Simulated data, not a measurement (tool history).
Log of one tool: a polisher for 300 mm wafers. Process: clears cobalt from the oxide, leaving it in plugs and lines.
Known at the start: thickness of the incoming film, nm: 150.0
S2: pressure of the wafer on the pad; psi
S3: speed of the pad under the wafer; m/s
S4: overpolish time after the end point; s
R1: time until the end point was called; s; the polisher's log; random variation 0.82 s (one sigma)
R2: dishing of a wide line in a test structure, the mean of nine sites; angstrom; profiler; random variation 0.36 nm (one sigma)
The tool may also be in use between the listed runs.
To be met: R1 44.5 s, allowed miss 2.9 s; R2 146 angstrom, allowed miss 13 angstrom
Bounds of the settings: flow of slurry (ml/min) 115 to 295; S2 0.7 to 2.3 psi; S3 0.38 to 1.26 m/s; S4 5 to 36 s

Run 1, hour 0: flow of slurry (ml/min) 190, S2 1.5 psi, S3 0.82 m/s, S4 18 s. Result: R1 39.829 s, R2 442.1 angstrom.
Run 2, hour 4: flow of slurry (ml/min) 190, S2 1.5 psi, S3 0.96 m/s, S4 18 s. Result: R1 36.379 s, R2 473.84 angstrom.
Run 3, hour 6.9: flow of slurry (ml/min) 190, S2 1.5 psi, S3 0.84 m/s, S4 15 s. Result: R1 39.22 s, R2 395.75 angstrom.
Run 4, hour 12.8: flow of slurry (ml/min) 190, S2 1.5 psi, S3 0.74 m/s, S4 13 s. Result: R1 41.925 s, R2 340.4 angstrom.
Run 5, hour 18.7: flow of slurry (ml/min) 190, S2 1.5 psi, S3 0.66 m/s, S4 11 s. Result: R1 45.798 s, R2 283.08 angstrom.
Run 6, hour 23: flow of slurry (ml/min) 190, S2 1.6 psi, S3 0.6 m/s, S4 10 s. Result: R1 44.045 s, R2 255.63 angstrom.
Run 7, hour 25.3: flow of slurry (ml/min) 175, S2 1.7 psi, S3 0.56 m/s, S4 9 s. Result: R1 44.296 s, R2 256.49 angstrom.
Run 8, hour 26.9: flow of slurry (ml/min) 200, S2 1.7 psi, S3 0.52 m/s, S4 8 s. Result: R1 45.41 s, R2 217.26 angstrom.
Run 9, hour 29.4: flow of slurry (ml/min) 215, S2 1.7 psi, S3 0.5 m/s, S4 7 s. Result: R1 45.893 s, R2 193.8 angstrom.
Run 10, hour 31.6: flow of slurry (ml/min) 225, S2 1.7 psi, S3 0.5 m/s, S4 7 s. Result: R1 44.557 s, R2 192.01 angstrom.

Which of these 4 next moves meets every target?
Run A, hour 33.8: flow of slurry (ml/min) 210, S2 1.8 psi, S3 0.48 m/s, S4 10 s. Result: R1 ?, R2 ?.
Run B, hour 33.8: flow of slurry (ml/min) 230, S2 1.6 psi, S3 0.38 m/s, S4 5 s. Result: R1 ?, R2 ?.
Run C, hour 33.8: flow of slurry (ml/min) 245, S2 1.8 psi, S3 0.44 m/s, S4 5 s. Result: R1 ?, R2 ?.
Run D, hour 33.8: flow of slurry (ml/min) 275, S2 1.6 psi, S3 0.44 m/s, S4 5 s. Result: R1 ?, R2 ?.

move      R1      R2
   A  43.884  278.29
   B   53.98  128.19
   C  45.167  150.56
   D  49.854  137.78
A: further off than the last run
B: takes the result that was furthest off past its target
C: meets every target
D: brings the result that was furthest off to its target, and leaves another outside
The right move is C.
